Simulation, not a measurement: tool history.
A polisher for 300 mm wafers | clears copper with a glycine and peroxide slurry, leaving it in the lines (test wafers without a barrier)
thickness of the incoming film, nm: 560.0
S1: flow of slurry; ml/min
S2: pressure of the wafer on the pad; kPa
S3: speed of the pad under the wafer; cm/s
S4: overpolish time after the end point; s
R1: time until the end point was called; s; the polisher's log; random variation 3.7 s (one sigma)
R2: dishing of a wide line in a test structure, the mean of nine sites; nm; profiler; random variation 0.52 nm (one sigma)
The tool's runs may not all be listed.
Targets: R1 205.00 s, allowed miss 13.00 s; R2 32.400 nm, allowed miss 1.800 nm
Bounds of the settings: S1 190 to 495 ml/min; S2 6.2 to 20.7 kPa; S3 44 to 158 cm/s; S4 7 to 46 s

run  hour   S1    S2   S3  S4      R1      R2
  1   0.0  320  13.1  100  24  139.29  59.930
  2   2.6  320  12.4   96  22  150.43  51.969
  3   7.1  320  11.7   96  21  154.30  48.940
  4  15.1  320  11.0   94  20  165.51  45.344
  5  16.8  320   7.6   94  20  213.60  35.850
  6  19.8  320   7.6  106  20  195.91  37.761
  7  23.5  320   7.6  106  19  195.24  37.252
  8  28.4  320   7.6  106  18  193.89  34.902

5 next moves are on the table. One of them brings every result within its allowed miss. Which?
  A  33.3  205  9.7  110  15   ?   ?
  B  33.3  280  8.3   90  21   ?   ?
  C  33.3  370  6.2  120  17   ?   ?
  D  33.3  290  6.9  108  21   ?   ?
  E  33.3  295  8.3  110  17   ?   ?

move      R1      R2
   A  173.38  33.671
   B  213.35  37.785
   C  208.36  31.560
   D  212.63  37.410
   E  185.66  35.218
A: brings the result that was furthest off to its target, and leaves another outside
B: further off than the last run
C: meets every target
D: further off than the last run
E: further off than the last run
The right move is C.
